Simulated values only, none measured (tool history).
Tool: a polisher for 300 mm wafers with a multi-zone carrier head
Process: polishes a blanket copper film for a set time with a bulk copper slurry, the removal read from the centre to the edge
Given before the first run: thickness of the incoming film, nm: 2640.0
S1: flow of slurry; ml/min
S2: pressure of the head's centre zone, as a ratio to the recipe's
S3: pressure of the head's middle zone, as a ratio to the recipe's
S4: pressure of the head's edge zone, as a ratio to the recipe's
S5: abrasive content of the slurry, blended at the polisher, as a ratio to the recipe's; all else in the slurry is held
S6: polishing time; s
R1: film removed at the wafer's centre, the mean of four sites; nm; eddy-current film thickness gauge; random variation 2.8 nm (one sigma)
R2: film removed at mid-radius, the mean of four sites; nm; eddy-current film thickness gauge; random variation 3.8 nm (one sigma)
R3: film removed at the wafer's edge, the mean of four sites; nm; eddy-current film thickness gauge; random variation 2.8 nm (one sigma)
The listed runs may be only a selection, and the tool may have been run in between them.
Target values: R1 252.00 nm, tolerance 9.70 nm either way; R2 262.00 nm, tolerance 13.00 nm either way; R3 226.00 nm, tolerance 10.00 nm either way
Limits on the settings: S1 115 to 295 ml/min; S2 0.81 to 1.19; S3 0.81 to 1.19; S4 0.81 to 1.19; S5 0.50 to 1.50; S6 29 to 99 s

Run 1, hour 0.0: S1 190 ml/min, S2 1.00, S3 1.00, S4 1.00, S5 1.00, S6 64 s. Result: R1 358.02 nm, R2 374.56 nm, R3 370.89 nm.
Run 2, hour 7.6: S1 190 ml/min, S2 1.01, S3 1.01, S4 0.98, S5 0.95, S6 60 s. Result: R1 341.79 nm, R2 351.61 nm, R3 342.76 nm.
Run 3, hour 12.9: S1 150 ml/min, S2 1.01, S3 1.01, S4 0.98, S5 0.95, S6 60 s. Result: R1 320.36 nm, R2 330.61 nm, R3 323.34 nm.
Run 4, hour 15.3: S1 115 ml/min, S2 1.01, S3 1.01, S4 0.98, S5 0.95, S6 60 s. Result: R1 304.87 nm, R2 311.87 nm, R3 319.61 nm.
Run 5, hour 23.2: S1 125 ml/min, S2 1.01, S3 1.02, S4 0.96, S5 0.90, S6 57 s. Result: R1 283.52 nm, R2 307.54 nm, R3 297.81 nm.
Run 6, hour 27.8: S1 130 ml/min, S2 1.03, S3 1.02, S4 0.94, S5 0.85, S6 55 s. Result: R1 278.17 nm, R2 298.91 nm, R3 280.49 nm.
Run 7, hour 34.2: S1 130 ml/min, S2 1.04, S3 1.01, S4 0.93, S5 0.80, S6 54 s. Result: R1 271.06 nm, R2 276.83 nm, R3 268.94 nm.
Run 8, hour 35.2: S1 135 ml/min, S2 1.05, S3 1.02, S4 0.91, S5 0.75, S6 54 s. Result: R1 274.72 nm, R2 271.12 nm, R3 265.41 nm.
Run 9, hour 37.9: S1 140 ml/min, S2 1.05, S3 1.04, S4 0.90, S5 0.70, S6 53 s. Result: R1 264.21 nm, R2 279.96 nm, R3 254.11 nm.
Run 10, hour 43.1: S1 140 ml/min, S2 1.06, S3 1.04, S4 0.89, S5 0.65, S6 53 s. Result: R1 260.67 nm, R2 266.89 nm, R3 247.84 nm.
Run 11, hour 45.5: S1 140 ml/min, S2 1.06, S3 1.05, S4 0.88, S5 0.65, S6 53 s. Result: R1 257.85 nm, R2 267.76 nm, R3 241.57 nm.
Run 12, hour 48.9: S1 140 ml/min, S2 1.06, S3 1.05, S4 0.87, S5 0.65, S6 53 s. Result: R1 261.76 nm, R2 265.74 nm, R3 240.03 nm.
Run 13, hour 54.3: S1 140 ml/min, S2 1.06, S3 1.05, S4 0.86, S5 0.65, S6 53 s. Result: R1 257.78 nm, R2 266.87 nm, R3 240.26 nm.
Run 14, hour 58.3: S1 140 ml/min, S2 1.09, S3 1.08, S4 0.81, S5 0.50, S6 52 s. Result: R1 233.71 nm, R2 246.37 nm, R3 209.05 nm.
Run 15, hour 64.4: S1 145 ml/min, S2 1.09, S3 1.08, S4 0.82, S5 0.50, S6 52 s. Result: R1 240.10 nm, R2 251.49 nm, R3 211.74 nm.
Run 16, hour 66.9: S1 150 ml/min, S2 1.09, S3 1.08, S4 0.83, S5 0.50, S6 52 s. Result: R1 239.75 nm, R2 247.33 nm, R3 216.90 nm.
Run 17, hour 72.5: S1 150 ml/min, S2 1.09, S3 1.09, S4 0.83, S5 0.50, S6 52 s. Result: R1 241.10 nm, R2 255.34 nm, R3 217.17 nm.
Run 18, hour 73.5: S1 155 ml/min, S2 1.09, S3 1.09, S4 0.83, S5 0.50, S6 52 s. Result: R1 243.27 nm, R2 257.08 nm, R3 215.30 nm.
Run 19, hour 81.9: S1 155 ml/min, S2 1.09, S3 1.09, S4 0.84, S5 0.50, S6 52 s. Result: R1 241.74 nm, R2 255.59 nm, R3 216.31 nm.

4 next moves are on the table. One of them brings every result within its allowed miss. Which?
Run A, hour 90.3: S1 135 ml/min, S2 1.02, S3 1.08, S4 0.88, S5 0.50, S6 54 s. Result: R1 ?, R2 ?, R3 ?.
Run B, hour 90.3: S1 130 ml/min, S2 0.96, S3 1.14, S4 0.87, S5 0.65, S6 51 s. Result: R1 ?, R2 ?, R3 ?.
Run C, hour 90.3: S1 150 ml/min, S2 1.10, S3 1.09, S4 0.85, S5 0.50, S6 54 s. Result: R1 ?, R2 ?, R3 ?.
Run D, hour 90.3: S1 140 ml/min, S2 1.16, S3 1.17, S4 0.81, S5 0.50, S6 51 s. Result: R1 ?, R2 ?, R3 ?.

move      R1      R2      R3
   A  232.99  251.16  225.35
   B  229.52  269.71  230.37
   C  251.94  259.41  225.76
   D  242.37  256.09  206.17
A: misses by more than the last run did
B: misses by more than the last run did
C: every result within its allowed miss
D: meets the target for the result that was furthest off, but another lies outside its allowed miss
Move C is the one to make.
